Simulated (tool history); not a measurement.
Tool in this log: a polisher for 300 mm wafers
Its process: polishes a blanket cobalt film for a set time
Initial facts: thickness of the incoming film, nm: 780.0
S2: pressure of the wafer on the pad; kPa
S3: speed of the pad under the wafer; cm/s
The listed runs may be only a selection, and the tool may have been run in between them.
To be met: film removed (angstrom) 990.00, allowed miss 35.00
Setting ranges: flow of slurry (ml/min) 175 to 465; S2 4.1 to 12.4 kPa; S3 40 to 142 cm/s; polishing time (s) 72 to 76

run 1 day=0.000 | flow_of_slurry_(ml/min)=295 S2=8.3 S3=90 polishing_time_(s)=72 | film_removed_(angstrom)=1453.50
run 2 day=0.171 | flow_of_slurry_(ml/min)=295 S2=8.3 S3=90 polishing_time_(s)=76 | film_removed_(angstrom)=1529.70
run 3 day=0.504 | flow_of_slurry_(ml/min)=370 S2=8.3 S3=90 polishing_time_(s)=76 | film_removed_(angstrom)=1546.20
run 4 day=0.838 | flow_of_slurry_(ml/min)=370 S2=9.7 S3=90 polishing_time_(s)=76 | film_removed_(angstrom)=1812.40
-- day=1.108 worn pad replaced by a new one
run 5 day=1.108 | flow_of_slurry_(ml/min)=370 S2=8.3 S3=90 polishing_time_(s)=76 | film_removed_(angstrom)=1759.90
run 6 day=1.267 | flow_of_slurry_(ml/min)=330 S2=7.6 S3=86 polishing_time_(s)=76 | film_removed_(angstrom)=1494.30
run 7 day=1.633 | flow_of_slurry_(ml/min)=315 S2=6.9 S3=82 polishing_time_(s)=76 | film_removed_(angstrom)=1307.70
run 8 day=1.688 | flow_of_slurry_(ml/min)=300 S2=6.2 S3=82 polishing_time_(s)=76 | film_removed_(angstrom)=1183.50
run 9 day=1.800 | flow_of_slurry_(ml/min)=285 S2=6.2 S3=82 polishing_time_(s)=76 | film_removed_(angstrom)=1186.80
run 10 day=1.854 | flow_of_slurry_(ml/min)=285 S2=4.8 S3=82 polishing_time_(s)=76 | film_removed_(angstrom)=915.55
run 11 day=2.117 | flow_of_slurry_(ml/min)=290 S2=4.8 S3=82 polishing_time_(s)=76 | film_removed_(angstrom)=936.73
run 12 day=2.488 | flow_of_slurry_(ml/min)=295 S2=4.8 S3=82 polishing_time_(s)=76 | film_removed_(angstrom)=927.65
run 13 day=2.746 | flow_of_slurry_(ml/min)=295 S2=5.5 S3=82 polishing_time_(s)=76 | film_removed_(angstrom)=1056.50
run 14 day=2.875 | flow_of_slurry_(ml/min)=295 S2=4.8 S3=82 polishing_time_(s)=76 | film_removed_(angstrom)=944.82
run 15 day=3.179 | flow_of_slurry_(ml/min)=300 S2=4.8 S3=82 polishing_time_(s)=76 | film_removed_(angstrom)=935.40
run 16 day=3.279 | flow_of_slurry_(ml/min)=300 S2=5.5 S3=82 polishing_time_(s)=76 | film_removed_(angstrom)=1057.60
run 17 day=3.500 | flow_of_slurry_(ml/min)=295 S2=5.5 S3=82 polishing_time_(s)=76 | film_removed_(angstrom)=1068.40
run 18 day=3.779 | flow_of_slurry_(ml/min)=295 S2=4.8 S3=82 polishing_time_(s)=76 | film_removed_(angstrom)=920.06
run 19 day=4.138 | flow_of_slurry_(ml/min)=295 S2=5.5 S3=82 polishing_time_(s)=76 | film_removed_(angstrom)=1072.40

4 next moves are on the table. One of them brings every result within its allowed miss. Which?
run A day=4.496 | flow_of_slurry_(ml/min)=320 S2=5.5 S3=94 polishing_time_(s)=72 | film_removed_(angstrom)=?
run B day=4.496 | flow_of_slurry_(ml/min)=240 S2=5.5 S3=78 polishing_time_(s)=76 | film_removed_(angstrom)=?
run C day=4.496 | flow_of_slurry_(ml/min)=300 S2=5.5 S3=84 polishing_time_(s)=76 | film_removed_(angstrom)=?
run D day=4.496 | flow_of_slurry_(ml/min)=385 S2=6.9 S3=78 polishing_time_(s)=73 | film_removed_(angstrom)=?

move=A film_removed_(angstrom)=1120.90
move=B film_removed_(angstrom)=963.26
move=C film_removed_(angstrom)=1055.50
move=D film_removed_(angstrom)=1191.00
A: misses by more than the last run did
B: each result inside its tolerance
C: an improvement on the last run, though not all results are within tolerance
D: misses by more than the last run did
Move B is the one to make.
